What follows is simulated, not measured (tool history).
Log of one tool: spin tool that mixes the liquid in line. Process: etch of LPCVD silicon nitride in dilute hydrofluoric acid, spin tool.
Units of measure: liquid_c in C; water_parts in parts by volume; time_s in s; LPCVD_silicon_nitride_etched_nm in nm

run	day	liquid_c	water_parts	time_s	LPCVD_silicon_nitride_etched_nm
1	0	23	95	275	1.3722
2	0.167	23	120	275	1.0843
3	0.412	22.5	120	275	1.011
4	0.512	22	120	275	0.97453
5	0.642	22	85	275	1.4181
6	0.696	22	85	295	1.4721
7	0.942	21.5	90	295	1.3528
8	1.071	21	95	295	1.2534
9	1.425	20.5	100	295	1.16
10	1.662	20.5	100	295	1.1652
11	1.962	20.5	100	295	1.1553

Forecast run 12:
12	2	20	100	295	?

LPCVD_silicon_nitride_etched_nm: 1.1971 nm
